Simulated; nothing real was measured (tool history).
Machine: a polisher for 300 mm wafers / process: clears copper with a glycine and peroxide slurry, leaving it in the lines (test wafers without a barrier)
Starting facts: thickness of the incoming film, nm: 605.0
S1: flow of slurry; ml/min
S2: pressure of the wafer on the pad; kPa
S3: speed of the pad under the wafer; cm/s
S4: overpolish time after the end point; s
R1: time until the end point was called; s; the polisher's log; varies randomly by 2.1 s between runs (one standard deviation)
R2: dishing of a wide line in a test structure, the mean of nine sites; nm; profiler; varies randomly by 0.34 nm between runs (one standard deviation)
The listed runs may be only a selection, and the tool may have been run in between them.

run    day   S1    S2  S3  S4      R1      R2
  1  0.000  195  22.8  86  10   90.69  31.412
  2  0.188  195  22.8  74  10  104.27  29.579
  3  0.254  195  22.8  54  10  130.91  25.729
  4  0.346  195  22.8  54  13  129.73  31.413
  5  0.608  195  22.8  74  13  103.83  34.627
  6  0.658  190  22.8  72  10  106.73  29.489
  7  0.846  190  22.8  72  10  108.89  29.030
  8  1.050  220  22.1  70   8  111.26  25.056
  9  1.100  240  22.1  70   7  110.36  23.158

Run 10 has not been measured yet. What should we expect?
 10  1.358  250  22.1  70   6   ?   ?

{"run 10": {"R1": 110.79, "R2": 21.087}}
